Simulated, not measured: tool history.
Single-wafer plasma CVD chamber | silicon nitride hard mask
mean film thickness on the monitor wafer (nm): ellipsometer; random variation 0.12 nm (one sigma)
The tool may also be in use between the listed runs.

run  hour  heater temperature setpoint (deg C)  chamber pressure (Torr)  RF power (kW)  deposition time (s)  mean film thickness on the monitor wafer (nm)
  1   0.0                                  390                     1.53          0.230                 63.7                                         62.401
  2   3.0                                  401                     1.53          0.230                 63.7                                         62.292
  3  11.0                                  401                     1.38          0.220                 63.7                                         58.004
  4  18.0                                  392                     1.38          0.220                 63.7                                         58.191
  5  25.9                                  392                     1.38          0.220                 65.6                                         60.173
  6  31.2                                  392                     1.26          0.215                 65.6                                         56.568

The next listed run, before its measurement:
  7  31.7                                  392                     1.18          0.215                 65.6                                              ?

mean film thickness on the monitor wafer (nm): 55.263
